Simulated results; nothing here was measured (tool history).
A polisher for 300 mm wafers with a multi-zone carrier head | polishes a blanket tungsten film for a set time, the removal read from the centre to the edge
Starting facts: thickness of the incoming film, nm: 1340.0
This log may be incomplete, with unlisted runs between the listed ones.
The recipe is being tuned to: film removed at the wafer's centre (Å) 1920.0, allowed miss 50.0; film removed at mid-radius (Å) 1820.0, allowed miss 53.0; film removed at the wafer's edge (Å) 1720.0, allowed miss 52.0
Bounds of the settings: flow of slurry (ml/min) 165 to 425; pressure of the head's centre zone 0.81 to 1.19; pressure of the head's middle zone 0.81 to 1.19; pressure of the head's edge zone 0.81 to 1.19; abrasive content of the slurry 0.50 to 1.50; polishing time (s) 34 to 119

run,hour,flow of slurry (ml/min),pressure of the head's centre zone,pressure of the head's middle zone,pressure of the head's edge zone,abrasive content of the slurry,polishing time (s),film removed at the wafer's centre (Å),film removed at mid-radius (Å),film removed at the wafer's edge (Å)
1,0.0,275,1.00,1.00,1.00,1.00,76,3600.5,3558.3,3581.8
2,8.2,275,1.00,1.00,0.98,0.90,70,3272.8,3168.8,3124.7
3,15.6,275,0.98,0.99,0.96,0.85,66,2926.1,2947.7,2910.4
4,23.4,275,0.99,0.98,0.94,0.80,62,2706.2,2699.7,2669.0
5,29.9,275,0.99,0.98,1.01,0.80,62,2778.4,2643.3,2713.2
6,31.6,280,1.00,0.98,0.99,0.75,59,2590.2,2498.7,2551.8
7,37.2,275,1.01,0.98,0.97,0.70,56,2424.4,2285.9,2321.3
8,41.8,275,1.01,0.98,0.97,0.70,56,2399.6,2256.1,2302.6
9,44.1,265,1.02,0.99,0.95,0.65,55,2327.1,2229.8,2185.1
10,52.2,255,1.02,0.98,0.93,0.65,54,2302.8,2136.2,2135.6
11,53.0,250,1.02,0.98,0.92,0.65,53,2216.7,2137.1,2071.2
12,60.2,240,1.02,0.97,0.91,0.65,53,2206.1,2087.5,2059.1
13,60.8,240,1.02,0.97,0.91,0.65,53,2203.5,2094.0,2049.3
14,61.6,240,1.01,0.96,0.81,0.50,44,1666.5,1579.8,1514.7
15,62.2,245,1.02,0.97,0.83,0.50,44,1685.4,1567.5,1522.5
16,70.8,245,1.03,0.98,0.85,0.50,44,1712.1,1616.0,1515.7
17,76.4,245,1.03,0.99,0.87,0.50,44,1690.8,1624.0,1535.3
18,78.3,245,1.04,1.00,0.89,0.50,44,1721.8,1629.7,1555.5
19,83.8,320,1.08,1.10,0.99,0.60,44,1933.3,1917.4,1798.2
20,91.0,315,1.08,1.10,0.98,0.60,44,1931.4,1936.5,1767.7
21,94.1,315,1.08,1.09,0.98,0.60,44,1948.2,1886.9,1798.8

Of the 4 settings listed for the next run, only one would bring every result within its allowed miss of target. Which one?
A,97.2,365,1.03,1.05,1.17,0.70,41,?,?,?
B,97.2,425,1.03,0.93,0.98,0.60,44,?,?,?
C,97.2,290,1.11,1.07,0.99,0.65,42,?,?,?
D,97.2,315,1.10,1.10,0.83,0.65,43,?,?,?

move,film removed at the wafer's centre (Å),film removed at mid-radius (Å),film removed at the wafer's edge (Å)
A,1835.7,1826.4,1914.1
B,1897.4,1704.2,1808.4
C,1901.0,1816.6,1731.7
D,1951.3,1921.2,1644.7
A: its largest miss is bigger than the last run's
B: its largest miss is bigger than the last run's
C: every result within its allowed miss
D: takes the biggest miss from the last run beyond its target
Go with C: it meets all targets.

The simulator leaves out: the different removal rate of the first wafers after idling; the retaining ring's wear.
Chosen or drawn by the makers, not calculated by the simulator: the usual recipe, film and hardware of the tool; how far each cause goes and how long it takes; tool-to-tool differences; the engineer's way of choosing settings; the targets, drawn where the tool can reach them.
